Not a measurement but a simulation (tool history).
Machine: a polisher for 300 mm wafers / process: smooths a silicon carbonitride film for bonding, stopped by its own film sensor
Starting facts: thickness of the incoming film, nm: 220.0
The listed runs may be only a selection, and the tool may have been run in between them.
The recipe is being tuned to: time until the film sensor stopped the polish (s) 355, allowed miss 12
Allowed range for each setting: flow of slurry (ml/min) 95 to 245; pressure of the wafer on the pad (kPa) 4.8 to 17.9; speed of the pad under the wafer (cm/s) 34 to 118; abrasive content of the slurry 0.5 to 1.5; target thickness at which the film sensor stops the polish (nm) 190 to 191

run  hour  flow of slurry (ml/min)  pressure of the wafer on the pad (kPa)  speed of the pad under the wafer (cm/s)  abrasive content of the slurry  target thickness at which the film sensor stops the polish (nm)  time until the film sensor stopped the polish (s)
  1     0                      155                                      11                                       76                               1                                                              191                                              210.4
  2   7.7                      155                                      11                                       62                               1                                                              191                                             247.38
  3  12.3                      155                                       9                                       62                               1                                                              191                                             304.92
  4  13.5                      150                                       9                                       62                               1                                                              191                                             304.13
  5  21.8                      145                                     8.3                                       62                               1                                                              191                                             321.47
  6  27.7                      145                                     8.3                                       62                             0.8                                                              191                                             367.01
  7  30.6                      150                                     8.3                                       62                             0.8                                                              191                                             372.76
  8  34.1                      150                                       9                                       62                             0.8                                                              191                                             343.79

Of the 4 settings listed for the next run, only one would bring every result within its allowed miss of target. Which one?
  A  37.6                      170                                       9                                       58                            0.95                                                              190                                                  ?
  B  37.6                      160                                    10.3                                       56                             0.8                                                              191                                                  ?
  C  37.6                      170                                     8.3                                       64                             0.8                                                              191                                                  ?
  D  37.6                       95                                     9.7                                       56                             1.1                                                              190                                                  ?

move  time until the film sensor stopped the polish (s)
   A                                             333.31
   B                                             316.93
   C                                             353.91
   D                                             318.84
A: the biggest miss grows against the last run
B: the biggest miss grows against the last run
C: in spec on every target
D: the biggest miss grows against the last run
The right move is C.
